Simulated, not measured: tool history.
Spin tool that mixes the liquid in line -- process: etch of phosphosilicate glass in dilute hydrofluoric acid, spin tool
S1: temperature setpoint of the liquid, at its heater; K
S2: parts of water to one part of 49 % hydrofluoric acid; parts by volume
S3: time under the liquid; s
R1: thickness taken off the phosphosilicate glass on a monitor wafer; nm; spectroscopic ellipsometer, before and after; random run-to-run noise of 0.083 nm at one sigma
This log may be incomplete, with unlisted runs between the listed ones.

Run 1, hour 0: S1 296.15 K, S2 180 parts by volume, S3 45 s. Result: R1 22.165 nm.
Run 2, hour 3.9: S1 295.15 K, S2 185 parts by volume, S3 45 s. Result: R1 20.55 nm.
Run 3, hour 8.8: S1 295.15 K, S2 185 parts by volume, S3 50 s. Result: R1 22.757 nm.
Run 4, hour 17.3: S1 295.15 K, S2 155 parts by volume, S3 50 s. Result: R1 27.808 nm.
Run 5, hour 26.1: S1 294.65 K, S2 165 parts by volume, S3 50 s. Result: R1 25.502 nm.
Run 6, hour 29.3: S1 294.15 K, S2 175 parts by volume, S3 50 s. Result: R1 23.274 nm.
Run 7, hour 32: S1 293.65 K, S2 180 parts by volume, S3 50 s. Result: R1 22.256 nm.
Run 8, hour 40.8: S1 293.15 K, S2 185 parts by volume, S3 50 s. Result: R1 20.833 nm.
Run 9, hour 45.2: S1 292.65 K, S2 190 parts by volume, S3 50 s. Result: R1 19.827 nm.
Run 10, hour 54.1: S1 292.15 K, S2 195 parts by volume, S3 50 s. Result: R1 19.001 nm.

Run 11, settings as shown, results not yet in. Your forecast:
At hour 61.5: hydrofluoric acid flow meter replaced.
Run 11, hour 61.5: S1 291.65 K, S2 200 parts by volume, S3 50 s. Result: R1 ?.

R1: 16.931 nm

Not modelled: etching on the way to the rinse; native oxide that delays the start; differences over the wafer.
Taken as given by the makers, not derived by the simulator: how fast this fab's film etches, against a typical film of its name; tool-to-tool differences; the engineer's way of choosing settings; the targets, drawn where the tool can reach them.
